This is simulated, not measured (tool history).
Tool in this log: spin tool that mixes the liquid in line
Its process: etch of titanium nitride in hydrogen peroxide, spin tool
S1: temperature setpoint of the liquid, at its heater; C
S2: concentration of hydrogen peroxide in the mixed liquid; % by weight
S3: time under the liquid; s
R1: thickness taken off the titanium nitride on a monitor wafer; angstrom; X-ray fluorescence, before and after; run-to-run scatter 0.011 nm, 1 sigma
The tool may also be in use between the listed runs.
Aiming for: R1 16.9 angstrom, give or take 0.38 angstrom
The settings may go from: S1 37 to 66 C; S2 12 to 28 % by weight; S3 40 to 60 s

run 1 hour=0 | S1=53 S2=19 S3=60 | R1=30.376
run 2 hour=7.8 | S1=53 S2=15 S3=60 | R1=29.151
run 3 hour=12.4 | S1=51.5 S2=15 S3=60 | R1=25.862
run 4 hour=15.7 | S1=50.5 S2=15 S3=60 | R1=24.219
run 5 hour=18.9 | S1=50.5 S2=15 S3=40 | R1=15.954
run 6 hour=23.3 | S1=55 S2=15 S3=40 | R1=22.24
run 7 hour=30.3 | S1=54 S2=15 S3=40 | R1=20.65
run 8 hour=38.1 | S1=53 S2=15 S3=40 | R1=19.489
run 9 hour=43.6 | S1=52.5 S2=15 S3=40 | R1=18.333
run 10 hour=50.3 | S1=52 S2=15 S3=40 | R1=18.238
run 11 hour=53.9 | S1=51.5 S2=15 S3=40 | R1=17.304

Next run, 5 choices. One meets every target within its allowed miss, the rest don't. Which?
run A hour=57.5 | S1=49.5 S2=19 S3=45 | R1=?
run B hour=57.5 | S1=48.5 S2=17.5 S3=50 | R1=?
run C hour=57.5 | S1=52.5 S2=12 S3=40 | R1=?
run D hour=57.5 | S1=51.5 S2=13.5 S3=40 | R1=?
run E hour=57.5 | S1=48.5 S2=16 S3=50 | R1=?

move=A R1=17.724
move=B R1=17.995
move=C R1=17.737
move=D R1=16.927
move=E R1=17.656
A: further off than the last run
B: further off than the last run
C: further off than the last run
D: every result within its allowed miss
E: further off than the last run
D meets every target.
